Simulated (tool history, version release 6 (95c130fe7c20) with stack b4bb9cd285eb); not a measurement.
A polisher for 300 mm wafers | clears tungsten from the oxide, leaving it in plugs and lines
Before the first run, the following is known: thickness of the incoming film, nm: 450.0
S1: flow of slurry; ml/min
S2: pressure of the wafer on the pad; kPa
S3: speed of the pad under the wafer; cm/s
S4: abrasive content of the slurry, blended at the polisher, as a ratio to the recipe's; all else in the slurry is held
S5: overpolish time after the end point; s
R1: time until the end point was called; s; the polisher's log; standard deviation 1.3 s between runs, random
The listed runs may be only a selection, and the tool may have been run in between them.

Run 1, hour 0: S1 215 ml/min, S2 31 kPa, S3 130 cm/s, S4 1, S5 19 s. Result: R1 65.745 s.
Run 2, hour 5.8: S1 215 ml/min, S2 28.3 kPa, S3 130 cm/s, S4 1, S5 19 s. Result: R1 71.922 s.
Run 3, hour 13.1: S1 215 ml/min, S2 26.2 kPa, S3 130 cm/s, S4 1, S5 19 s. Result: R1 78.096 s.
Run 4, hour 15.1: S1 215 ml/min, S2 24.8 kPa, S3 130 cm/s, S4 1, S5 19 s. Result: R1 82.031 s.
Run 5, hour 24.1: S1 215 ml/min, S2 23.4 kPa, S3 130 cm/s, S4 1, S5 19 s. Result: R1 88.201 s.
Run 6, hour 32.9: S1 215 ml/min, S2 23.4 kPa, S3 130 cm/s, S4 1.15, S5 19 s. Result: R1 82.93 s.
Run 7, hour 33.8: S1 215 ml/min, S2 22.1 kPa, S3 130 cm/s, S4 1.15, S5 19 s. Result: R1 89.475 s.
Run 8, hour 41.7: S1 215 ml/min, S2 21.4 kPa, S3 130 cm/s, S4 1.15, S5 19 s. Result: R1 92.856 s.
Run 9, hour 45.9: S1 215 ml/min, S2 20.7 kPa, S3 130 cm/s, S4 1.15, S5 19 s. Result: R1 92.557 s.

What will run 10 give?
Run 10, hour 48.6: S1 215 ml/min, S2 20 kPa, S3 130 cm/s, S4 1.15, S5 19 s. Result: R1 ?.

R1: 99.289 s

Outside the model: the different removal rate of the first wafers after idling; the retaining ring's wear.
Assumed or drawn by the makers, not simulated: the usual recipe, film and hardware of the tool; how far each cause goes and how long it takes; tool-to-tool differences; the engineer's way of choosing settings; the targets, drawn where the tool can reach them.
